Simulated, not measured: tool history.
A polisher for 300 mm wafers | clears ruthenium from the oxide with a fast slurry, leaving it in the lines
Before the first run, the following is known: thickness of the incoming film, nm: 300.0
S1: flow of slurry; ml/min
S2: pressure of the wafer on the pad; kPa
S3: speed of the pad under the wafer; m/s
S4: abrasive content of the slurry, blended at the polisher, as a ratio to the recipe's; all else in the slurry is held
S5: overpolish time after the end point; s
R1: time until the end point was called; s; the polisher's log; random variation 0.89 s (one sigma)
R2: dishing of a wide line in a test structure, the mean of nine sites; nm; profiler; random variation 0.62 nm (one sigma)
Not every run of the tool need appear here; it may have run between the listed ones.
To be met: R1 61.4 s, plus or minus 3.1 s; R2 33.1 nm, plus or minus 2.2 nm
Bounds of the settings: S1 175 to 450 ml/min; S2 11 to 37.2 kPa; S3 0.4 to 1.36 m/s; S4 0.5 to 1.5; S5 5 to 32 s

run	hour	S1	S2	S3	S4	S5	R1	R2
1	0	290	24.1	0.88	1	16	62.663	60.783
2	2.3	290	24.1	0.88	1	13	62.928	51.232
3	3.4	290	24.1	0.88	1	11	62.852	43.381
4	9.9	290	24.1	0.88	1	5	63.739	21.397
5	14.3	290	24.1	0.68	1	5	80.749	16.81
# hour 21.8: head pressure recalibrated
6	21.8	290	24.1	0.68	1	5	84.25	15.459
7	23.4	290	26.2	0.7	0.95	6	80.476	19.372
8	30.3	290	29	0.72	0.95	6	76.059	21.455
9	39.2	290	31	0.74	0.95	6	67.278	21.989
10	43.7	290	31.7	0.76	0.9	7	67.229	25.979
11	44.7	290	33.1	0.76	0.9	7	65.104	27.166
12	51.2	290	33.8	0.76	0.9	7	63.438	27.823
13	52.1	290	34.5	0.76	0.9	7	63.391	28.393

4 next moves are on the table. One of them brings every result within its allowed miss. Which?
A	53	260	31	0.74	1.1	7	?	?
B	53	240	33.8	0.8	0.9	10	?	?
C	53	275	35.2	0.78	0.9	8	?	?
D	53	245	34.5	0.66	1	8	?	?

move	R1	R2
A	66.691	27.617
B	64.012	40.087
C	62.805	33.149
D	72.47	28.968
A: moves away from the targets compared with the last run
B: takes the biggest miss from the last run beyond its target
C: in spec on every target
D: moves away from the targets compared with the last run
C is the move that brings every result within its allowed miss.
